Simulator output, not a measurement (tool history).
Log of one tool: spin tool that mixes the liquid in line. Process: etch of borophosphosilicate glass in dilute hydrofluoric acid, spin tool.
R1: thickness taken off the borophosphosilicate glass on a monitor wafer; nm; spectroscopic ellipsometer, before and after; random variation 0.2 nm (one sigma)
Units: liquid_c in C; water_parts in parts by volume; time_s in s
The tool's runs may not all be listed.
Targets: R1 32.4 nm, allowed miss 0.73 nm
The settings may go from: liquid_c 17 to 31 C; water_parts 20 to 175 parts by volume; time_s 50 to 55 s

{"run": 1, "hour": 0.0, "liquid_c": 23, "water_parts": 95, "time_s": 50, "R1": 17.521}
{"run": 2, "hour": 8.9, "liquid_c": 23, "water_parts": 115, "time_s": 50, "R1": 14.198}
{"run": 3, "hour": 12.5, "liquid_c": 23, "water_parts": 135, "time_s": 50, "R1": 11.69}
{"run": 4, "hour": 17.0, "liquid_c": 24.5, "water_parts": 120, "time_s": 50, "R1": 14.305}
{"run": 5, "hour": 20.9, "liquid_c": 26, "water_parts": 110, "time_s": 50, "R1": 16.883}
{"run": 6, "hour": 26.1, "liquid_c": 27.5, "water_parts": 110, "time_s": 50, "R1": 17.479}
{"run": 7, "hour": 31.2, "liquid_c": 28, "water_parts": 100, "time_s": 50, "R1": 19.938}
{"run": 8, "hour": 36.6, "liquid_c": 28.5, "water_parts": 90, "time_s": 50, "R1": 22.949}
{"run": 9, "hour": 43.5, "liquid_c": 31, "water_parts": 65, "time_s": 50, "R1": 36.651}
{"run": 10, "hour": 50.5, "liquid_c": 30.5, "water_parts": 65, "time_s": 50, "R1": 35.676}
{"run": 11, "hour": 55.2, "liquid_c": 30, "water_parts": 65, "time_s": 50, "R1": 34.841}
{"run": 12, "hour": 60.2, "liquid_c": 29.5, "water_parts": 65, "time_s": 50, "R1": 34.445}
{"run": 13, "hour": 69.2, "liquid_c": 29.5, "water_parts": 65, "time_s": 50, "R1": 34.516}
{"run": 14, "hour": 76.4, "liquid_c": 29, "water_parts": 65, "time_s": 50, "R1": 33.915}

Which of these 4 next moves meets every target?
{"run": "A", "hour": 83.6, "liquid_c": 30, "water_parts": 65, "time_s": 50, "R1": "?"}
{"run": "B", "hour": 83.6, "liquid_c": 26.5, "water_parts": 65, "time_s": 50, "R1": "?"}
{"run": "C", "hour": 83.6, "liquid_c": 28, "water_parts": 70, "time_s": 50, "R1": "?"}
{"run": "D", "hour": 83.6, "liquid_c": 26, "water_parts": 60, "time_s": 50, "R1": "?"}

move=A R1=35.483
move=B R1=30.927
move=C R1=30.259
move=D R1=33.068
A: further off than the last run
B: takes the result that was furthest off past its target
C: takes the result that was furthest off past its target
D: meets every target
The right move is D.

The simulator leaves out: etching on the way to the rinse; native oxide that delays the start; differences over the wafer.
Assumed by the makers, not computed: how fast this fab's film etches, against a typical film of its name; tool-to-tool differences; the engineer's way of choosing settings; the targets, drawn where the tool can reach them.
